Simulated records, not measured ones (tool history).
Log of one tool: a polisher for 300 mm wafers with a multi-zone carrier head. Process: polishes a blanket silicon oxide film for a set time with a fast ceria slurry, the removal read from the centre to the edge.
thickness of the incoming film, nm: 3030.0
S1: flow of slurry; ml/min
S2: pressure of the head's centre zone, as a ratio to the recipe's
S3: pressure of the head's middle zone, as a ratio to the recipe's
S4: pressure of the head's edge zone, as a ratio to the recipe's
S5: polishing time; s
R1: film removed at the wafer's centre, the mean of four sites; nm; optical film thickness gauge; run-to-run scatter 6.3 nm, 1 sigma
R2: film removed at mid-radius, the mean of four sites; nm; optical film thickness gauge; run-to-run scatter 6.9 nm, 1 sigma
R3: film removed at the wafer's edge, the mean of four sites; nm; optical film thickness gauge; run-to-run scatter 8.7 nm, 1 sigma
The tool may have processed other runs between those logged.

run,hour,S1,S2,S3,S4,S5,R1,R2,R3
1,0,180,1,1,1,42,960.69,994.63,951.13
2,5.2,150,1,1,1,42,932.83,946.09,934.51
3,8.6,150,0.99,0.98,0.98,40,873.92,901.78,874.45
4,10.9,150,1.04,0.98,0.98,40,932.99,902.49,882.71
5,12.4,145,1.03,0.95,0.96,38,873.9,827.83,830.97
6,17.8,180,1.03,0.95,0.96,38,896.82,866.39,847.55

What does the tool deliver on the next run?
7,24.3,175,1.01,0.93,0.94,37,?,?,?

{"run 7": {"R1": 853.07, "R2": 797.8, "R3": 823.78}}
